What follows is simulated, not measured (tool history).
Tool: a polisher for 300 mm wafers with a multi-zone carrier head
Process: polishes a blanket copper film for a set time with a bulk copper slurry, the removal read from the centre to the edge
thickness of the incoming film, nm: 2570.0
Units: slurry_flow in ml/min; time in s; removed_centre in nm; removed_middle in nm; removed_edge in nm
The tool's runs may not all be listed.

run  hour  slurry_flow  centre_zone  middle_zone  edge_zone  slurry_solids  time  removed_centre  removed_middle  removed_edge
  1     0          285            1            1          1              1    66          401.46          392.69        400.74
  2   2.7          285         0.95            1          1              1    66          378.05          394.94        395.54
  3   8.2          285         0.95         1.04          1              1    66          380.31          403.23        394.03
  4   9.4          285         0.95         1.01          1              1    66           389.4          384.87        397.34
  5    18          285         0.95         1.01          1              1    75          426.79          461.95        451.64
  6  23.6          295         1.02         1.01       1.03           1.15    76          484.97          477.74        484.74
  7  32.6          300         1.06         1.02       1.06           1.25    77          522.67          501.67        490.93
  8  33.5          300         1.07         0.99       1.07            1.3    79           548.1          497.76        515.99

The next listed run, before its measurement:
  9    37          305         1.08         0.99       1.08           1.35    80               ?               ?             ?

{"run 9": {"removed_centre": 564.61, "removed_middle": 501.19, "removed_edge": 534.4}}
